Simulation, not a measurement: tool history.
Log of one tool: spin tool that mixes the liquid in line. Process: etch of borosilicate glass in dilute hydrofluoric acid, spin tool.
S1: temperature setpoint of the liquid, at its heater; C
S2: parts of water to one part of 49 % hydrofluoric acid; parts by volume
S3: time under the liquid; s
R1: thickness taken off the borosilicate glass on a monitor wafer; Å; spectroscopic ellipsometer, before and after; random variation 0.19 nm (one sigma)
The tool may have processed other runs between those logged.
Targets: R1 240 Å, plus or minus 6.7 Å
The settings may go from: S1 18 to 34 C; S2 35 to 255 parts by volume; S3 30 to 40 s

run	hour	S1	S2	S3	R1
1	0	26	145	40	110.63
2	1.2	28.5	125	40	145.99
3	3.1	30	115	40	170.89
4	4.5	30	95	40	212.54
5	10.2	30	95	30	157.82
6	10.9	30	95	30	158.31
7	15.9	34	55	30	339.28
8	18.6	32.5	55	30	318.27
9	26.7	31	55	30	303.02
10	29.7	29	55	30	282.14
11	35.4	27.5	55	30	266.31
12	37.2	26.5	55	30	253.69
13	39.8	26.5	55	30	254.8

Consider the 4 candidate settings below. Which is the only one whose results all fall within their allowed miss of target?
A	42.4	27.5	60	30	?
B	42.4	25.5	70	40	?
C	42.4	27.5	55	30	?
D	42.4	31.5	85	40	?

move	R1
A	242.61
B	252.71
C	266.67
D	255.57
A: every result within its allowed miss
B: moves toward the targets from the last run without getting all of them in spec
C: moves away from the targets compared with the last run
D: moves away from the targets compared with the last run
Go with A: it meets all targets.
